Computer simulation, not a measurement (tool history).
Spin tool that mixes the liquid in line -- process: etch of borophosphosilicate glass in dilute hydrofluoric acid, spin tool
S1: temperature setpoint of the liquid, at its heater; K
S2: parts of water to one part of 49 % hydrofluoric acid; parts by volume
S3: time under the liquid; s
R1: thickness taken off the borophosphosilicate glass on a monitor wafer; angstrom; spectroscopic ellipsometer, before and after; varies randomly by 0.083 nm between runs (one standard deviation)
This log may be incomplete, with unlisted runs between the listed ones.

| run | hour | S1 | S2 | S3 | R1 |
|---|---|---|---|---|---|
| 1 | 0 | 294.15 | 135 | 55 | 117.47 |
| 2 | 2.8 | 293.65 | 135 | 55 | 117.84 |
| 3 | 3.3 | 291.15 | 135 | 55 | 103.56 |
| 4 | 9.8 | 290.65 | 140 | 55 | 98.101 |
|  | 12.6 | thermometer replaced |
| 5 | 12.6 | 290.65 | 165 | 55 | 88.87 |
| 6 | 19.1 | 290.65 | 165 | 55 | 87.646 |
| 7 | 21.2 | 290.65 | 165 | 55 | 88.819 |

Estimate the outcome of run 8 from the log above:
| 8 | 25.3 | 291.15 | 165 | 55 | ? |

R1: 88.605 angstrom
